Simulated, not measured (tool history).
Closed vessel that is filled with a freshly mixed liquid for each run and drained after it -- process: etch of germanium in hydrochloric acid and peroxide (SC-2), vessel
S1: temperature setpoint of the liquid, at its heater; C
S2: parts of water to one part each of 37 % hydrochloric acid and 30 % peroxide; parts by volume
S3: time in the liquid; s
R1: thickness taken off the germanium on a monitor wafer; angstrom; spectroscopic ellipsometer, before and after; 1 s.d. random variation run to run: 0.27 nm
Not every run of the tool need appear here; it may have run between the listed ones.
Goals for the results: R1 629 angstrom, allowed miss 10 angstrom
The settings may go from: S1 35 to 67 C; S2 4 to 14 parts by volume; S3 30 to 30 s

run	day	S1	S2	S3	R1
1	0	51	7.5	30	669.93
2	0.2	51	7.5	30	677.42
3	0.25	47.5	7.5	30	601.23
4	0.492	47.5	7.5	30	601.51
5	0.738	47.5	7.5	30	598.33
6	0.854	44.5	7.5	30	544.04
7	0.958	45	7.5	30	553.36
8	1.021	45.5	7.5	30	561.05
9	1.354	46	7.5	30	572.12
10	1.642	46.5	7.5	30	580.95
# day 1.779: new drum of peroxide connected
11	1.779	47	7.5	30	593.62
12	2.108	47.5	7.5	30	598.54
13	2.3	49.5	7.5	30	639.72

4 next moves are on the table. One of them brings every result within its allowed miss. Which?
A	2.492	49	8	30	?
B	2.492	51	7.5	30	?
C	2.492	47.5	5	30	?
D	2.492	47.5	7	30	?

move	R1
A	625.14
B	668.94
C	607.75
D	600.39
A: hits every target within its allowed miss
B: misses by more than the last run did
C: carries the result that was furthest off beyond its target, to the other side
D: carries the result that was furthest off beyond its target, to the other side
The move that meets every target is A.
